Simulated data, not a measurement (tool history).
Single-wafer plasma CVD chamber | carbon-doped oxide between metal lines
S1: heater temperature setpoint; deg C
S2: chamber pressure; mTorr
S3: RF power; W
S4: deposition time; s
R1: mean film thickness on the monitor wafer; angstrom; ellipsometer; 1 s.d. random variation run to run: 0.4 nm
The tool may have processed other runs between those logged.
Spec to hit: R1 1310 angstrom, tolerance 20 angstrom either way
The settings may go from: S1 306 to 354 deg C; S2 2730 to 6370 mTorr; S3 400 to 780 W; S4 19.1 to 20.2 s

run	hour	S1	S2	S3	S4	R1
1	0	330	4550	590	20.2	1169.3
2	6.7	330	4150	590	20.2	1146.7
3	13.6	330	4750	590	20.2	1174.5
4	17.6	321	4750	590	20.2	1225
5	22.4	321	4750	590	20.2	1219.9
6	26.3	321	4750	590	19.1	1154.5
7	28.3	319	5030	600	19.1	1205.4
8	32.3	317	5190	605	19.1	1227.2
9	35.5	315	5310	605	19.1	1245
10	40.2	313	5400	605	19.1	1254.8
11	42.6	312	5490	605	19.1	1271.4

Which one of the following 4 next-run settings gets every result inside its allowed miss? There is exactly one.
A	45	317	5960	615	19.1	?
B	45	309	5650	600	19.6	?
C	45	308	5610	575	19.3	?
D	45	314	4990	615	19.1	?

move	R1
A	1268.1
B	1312.7
C	1248.1
D	1252.6
A: lands further from the targets than the last run did
B: all results land within tolerance of their targets
C: lands further from the targets than the last run did
D: lands further from the targets than the last run did
Answer: B
